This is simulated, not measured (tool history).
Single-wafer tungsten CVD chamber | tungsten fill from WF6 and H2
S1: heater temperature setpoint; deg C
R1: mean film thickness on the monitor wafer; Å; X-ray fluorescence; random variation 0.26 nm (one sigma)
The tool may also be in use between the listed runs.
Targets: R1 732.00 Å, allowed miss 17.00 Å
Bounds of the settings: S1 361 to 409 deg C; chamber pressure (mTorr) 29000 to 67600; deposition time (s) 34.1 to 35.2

Run 1, day 0.000: S1 385 deg C, chamber pressure (mTorr) 48300, deposition time (s) 34.1. Result: R1 922.80 Å.
Run 2, day 0.079: S1 385 deg C, chamber pressure (mTorr) 51600, deposition time (s) 34.1. Result: R1 956.02 Å.
Run 3, day 0.321: S1 385 deg C, chamber pressure (mTorr) 51600, deposition time (s) 35.2. Result: R1 986.32 Å.
Run 4, day 0.629: S1 382 deg C, chamber pressure (mTorr) 51500, deposition time (s) 35.2. Result: R1 921.86 Å.
Run 5, day 0.946: S1 376 deg C, chamber pressure (mTorr) 51500, deposition time (s) 35.2. Result: R1 822.14 Å.
Run 6, day 1.317: S1 375 deg C, chamber pressure (mTorr) 51400, deposition time (s) 35.2. Result: R1 805.32 Å.
Run 7, day 1.400: S1 374 deg C, chamber pressure (mTorr) 51400, deposition time (s) 35.2. Result: R1 789.08 Å.
Run 8, day 1.538: S1 373 deg C, chamber pressure (mTorr) 51400, deposition time (s) 35.2. Result: R1 773.46 Å.

Which of these 5 next moves meets every target?
Run A, day 1.675: S1 377 deg C, chamber pressure (mTorr) 52200, deposition time (s) 35.2. Result: R1 ?.
Run B, day 1.675: S1 374 deg C, chamber pressure (mTorr) 53000, deposition time (s) 34.1. Result: R1 ?.
Run C, day 1.675: S1 377 deg C, chamber pressure (mTorr) 49400, deposition time (s) 34.5. Result: R1 ?.
Run D, day 1.675: S1 371 deg C, chamber pressure (mTorr) 51800, deposition time (s) 34.7. Result: R1 ?.
Run E, day 1.675: S1 378 deg C, chamber pressure (mTorr) 48600, deposition time (s) 34.1. Result: R1 ?.

move      R1
   A  849.24
   B  779.71
   C  808.65
   D  737.13
   E  808.59
A: further off than the last run
B: further off than the last run
C: further off than the last run
D: meets every target
E: further off than the last run
The right move is D.

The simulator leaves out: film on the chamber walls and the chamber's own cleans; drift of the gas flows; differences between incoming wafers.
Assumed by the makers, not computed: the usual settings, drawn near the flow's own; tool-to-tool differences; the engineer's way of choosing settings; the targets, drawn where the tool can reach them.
